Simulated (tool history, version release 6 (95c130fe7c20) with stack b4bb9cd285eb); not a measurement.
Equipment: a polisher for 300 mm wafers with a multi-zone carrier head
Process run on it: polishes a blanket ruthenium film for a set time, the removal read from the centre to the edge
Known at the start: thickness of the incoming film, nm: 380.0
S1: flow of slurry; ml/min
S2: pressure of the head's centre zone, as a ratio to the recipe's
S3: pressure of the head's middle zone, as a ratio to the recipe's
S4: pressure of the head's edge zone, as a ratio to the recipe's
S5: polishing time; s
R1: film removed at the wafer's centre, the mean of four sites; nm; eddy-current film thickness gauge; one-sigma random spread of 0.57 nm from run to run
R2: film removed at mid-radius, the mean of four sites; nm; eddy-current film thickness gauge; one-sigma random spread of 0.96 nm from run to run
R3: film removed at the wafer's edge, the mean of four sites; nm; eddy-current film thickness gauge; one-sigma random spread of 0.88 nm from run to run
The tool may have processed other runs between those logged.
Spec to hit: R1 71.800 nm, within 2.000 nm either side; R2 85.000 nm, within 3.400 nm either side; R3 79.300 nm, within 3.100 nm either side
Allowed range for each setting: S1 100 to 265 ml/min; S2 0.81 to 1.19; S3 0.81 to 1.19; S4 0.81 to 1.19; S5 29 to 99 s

{"run": 1, "hour": 0.0, "S1": 170, "S2": 1.0, "S3": 1.0, "S4": 1.0, "S5": 64, "R1": 71.516, "R2": 71.554, "R3": 72.103}
{"run": 2, "hour": 6.4, "S1": 175, "S2": 0.99, "S3": 1.02, "S4": 1.02, "S5": 64, "R1": 70.568, "R2": 72.879, "R3": 72.73}
{"run": 3, "hour": 7.1, "S1": 180, "S2": 0.98, "S3": 1.04, "S4": 1.03, "S5": 65, "R1": 72.182, "R2": 76.575, "R3": 73.644}
{"run": 4, "hour": 13.4, "S1": 180, "S2": 0.97, "S3": 1.05, "S4": 1.05, "S5": 66, "R1": 72.987, "R2": 76.65, "R3": 76.217}
{"run": 5, "hour": 14.3, "S1": 180, "S2": 0.97, "S3": 0.99, "S4": 1.05, "S5": 66, "R1": 71.105, "R2": 73.456, "R3": 77.128}
{"run": 6, "hour": 23.0, "S1": 210, "S2": 0.97, "S3": 0.99, "S4": 1.05, "S5": 66, "R1": 73.719, "R2": 75.087, "R3": 77.008}
{"run": 7, "hour": 23.9, "S1": 210, "S2": 0.96, "S3": 1.02, "S4": 1.06, "S5": 66, "R1": 73.379, "R2": 78.31, "R3": 77.307}
{"run": 8, "hour": 25.8, "S1": 210, "S2": 0.95, "S3": 1.03, "S4": 1.07, "S5": 66, "R1": 71.659, "R2": 78.286, "R3": 78.233}
{"run": 9, "hour": 30.7, "S1": 215, "S2": 0.95, "S3": 1.04, "S4": 1.07, "S5": 66, "R1": 72.94, "R2": 79.741, "R3": 79.624}
{"run": 10, "hour": 34.6, "S1": 215, "S2": 0.95, "S3": 1.04, "S4": 1.07, "S5": 66, "R1": 73.434, "R2": 77.988, "R3": 78.876}
{"run": 11, "hour": 35.8, "S1": 215, "S2": 0.94, "S3": 1.06, "S4": 1.07, "S5": 66, "R1": 71.355, "R2": 80.104, "R3": 78.527}
{"run": 12, "hour": 36.8, "S1": 220, "S2": 0.94, "S3": 1.07, "S4": 1.07, "S5": 66, "R1": 71.884, "R2": 80.155, "R3": 79.512}

Exercise: of the 4 proposed moves below, exactly one satisfies all targets within the stated allowed misses. Which move is it?
{"run": "A", "hour": 37.8, "S1": 235, "S2": 0.94, "S3": 1.01, "S4": 1.13, "S5": 65, "R1": "?", "R2": "?", "R3": "?"}
{"run": "B", "hour": 37.8, "S1": 260, "S2": 0.83, "S3": 1.1, "S4": 1.11, "S5": 73, "R1": "?", "R2": "?", "R3": "?"}
{"run": "C", "hour": 37.8, "S1": 220, "S2": 0.81, "S3": 1.12, "S4": 1.14, "S5": 71, "R1": "?", "R2": "?", "R3": "?"}
{"run": "D", "hour": 37.8, "S1": 170, "S2": 0.91, "S3": 1.09, "S4": 1.0, "S5": 71, "R1": "?", "R2": "?", "R3": "?"}

move=A R1=72.162 R2=76.973 R3=79.952
move=B R1=72.506 R2=94.164 R3=89.695
move=C R1=67.227 R2=91.080 R3=87.027
move=D R1=72.181 R2=85.357 R3=79.112
A: misses by more than the last run did
B: moves the result that the last run missed by most past its target, out the other side
C: moves the result that the last run missed by most past its target, out the other side
D: in spec on every target
The move that meets every target is D.
